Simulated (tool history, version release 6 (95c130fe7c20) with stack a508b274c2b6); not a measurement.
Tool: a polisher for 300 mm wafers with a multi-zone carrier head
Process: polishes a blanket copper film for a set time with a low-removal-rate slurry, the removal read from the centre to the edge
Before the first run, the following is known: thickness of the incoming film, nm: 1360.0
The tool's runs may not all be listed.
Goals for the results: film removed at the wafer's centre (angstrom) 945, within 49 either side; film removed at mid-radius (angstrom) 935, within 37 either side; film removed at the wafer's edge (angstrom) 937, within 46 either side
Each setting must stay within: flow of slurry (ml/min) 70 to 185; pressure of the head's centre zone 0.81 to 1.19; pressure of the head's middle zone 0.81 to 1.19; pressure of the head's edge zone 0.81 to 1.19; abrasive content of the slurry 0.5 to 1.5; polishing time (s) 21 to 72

run	day	flow of slurry (ml/min)	pressure of the head's centre zone	pressure of the head's middle zone	pressure of the head's edge zone	abrasive content of the slurry	polishing time (s)	film removed at the wafer's centre (angstrom)	film removed at mid-radius (angstrom)	film removed at the wafer's edge (angstrom)
1	0	120	1	1	1	1	46	1811.2	1829.5	1867.9
2	0.096	120	1	0.99	0.98	0.95	43	1701.1	1682.4	1741.2
3	0.258	120	1	0.99	0.98	0.95	51	2061.4	1984.4	2043.9
4	0.362	120	1	1.06	0.98	0.95	51	2061.9	2069.8	2005.4
5	0.629	120	1	1.12	0.98	0.95	51	2049.6	2222.6	1986
6	0.979	120	1	1.09	0.98	0.95	51	2044.6	2111.3	1970.2
7	1.046	115	1	1.08	0.97	0.9	47	1819.7	1896.4	1849.5
8	1.117	110	1.02	1.09	0.95	0.85	44	1712.6	1760.4	1636.5
9	1.317	110	1.02	1.09	0.95	0.85	44	1671.7	1757.1	1598.7
10	1.525	105	1.02	1.07	0.94	0.8	42	1554.4	1615.7	1514.2
11	1.683	105	1.02	1.06	0.93	0.75	40	1460.2	1517.2	1396.2
12	1.779	105	1.02	1.04	0.92	0.7	38	1386.4	1381.7	1319.9
13	2.133	105	1.02	1.04	0.92	0.7	38	1374.9	1375	1329.5
14	2.271	105	1.02	1.03	0.91	0.65	37	1321.3	1326.5	1239

Next run, 4 choices. One meets every target within its allowed miss, the rest don't. Which?
A	2.408	70	1.07	0.81	1.17	0.8	41	?	?	?
B	2.408	130	1.13	0.98	0.92	0.6	45	?	?	?
C	2.408	140	0.96	0.94	0.86	0.7	26	?	?	?
D	2.408	80	0.89	0.86	1.14	1.15	46	?	?	?

move	film removed at the wafer's centre (angstrom)	film removed at mid-radius (angstrom)	film removed at the wafer's edge (angstrom)
A	1330.4	1112.5	1449.4
B	1816.4	1601.7	1527.8
C	940.89	946.72	903.06
D	1442.5	1503.2	1813.3
A: the biggest miss grows against the last run
B: the biggest miss grows against the last run
C: in spec on every target
D: the biggest miss grows against the last run
Go with C: it meets all targets.
